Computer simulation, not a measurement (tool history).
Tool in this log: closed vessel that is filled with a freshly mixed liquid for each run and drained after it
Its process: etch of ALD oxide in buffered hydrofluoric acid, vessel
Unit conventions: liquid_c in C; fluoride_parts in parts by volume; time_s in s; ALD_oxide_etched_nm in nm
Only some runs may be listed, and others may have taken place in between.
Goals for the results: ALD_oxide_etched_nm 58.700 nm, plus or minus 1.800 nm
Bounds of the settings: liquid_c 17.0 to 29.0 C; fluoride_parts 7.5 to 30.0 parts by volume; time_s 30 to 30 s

run  hour  liquid_c  fluoride_parts  time_s  ALD_oxide_etched_nm
  1   0.0      21.0            22.0      30               22.413
  2   7.9      24.0            22.0      30               26.702
  3  15.0      24.0            25.5      30               23.959
  4  21.8      24.0            25.5      30               23.920
  5  22.7      24.0            21.0      30               27.169
  6  23.2      24.0            23.0      30               26.170
  7  26.6      24.5            21.5      30               27.899
  8  32.1      28.5            14.5      30               50.458
  9  40.9      28.5            14.0      30               50.614
 10  49.8      28.5            13.5      30               53.316
 11  57.2      29.0            11.5      30               64.235

4 next moves are on the table. One of them brings every result within its allowed miss. Which?
  A  64.6      28.0            12.0      30                    ?
  B  64.6      29.0            10.0      30                    ?
  C  64.6      28.5            13.0      30                    ?
  D  64.6      29.0            11.0      30                    ?

move  ALD_oxide_etched_nm
   A               58.479
   B               73.638
   C               55.534
   D               67.120
A: in spec on every target
B: moves away from the targets compared with the last run
C: pushes the last run's worst result past its target
D: moves away from the targets compared with the last run
Answer: A
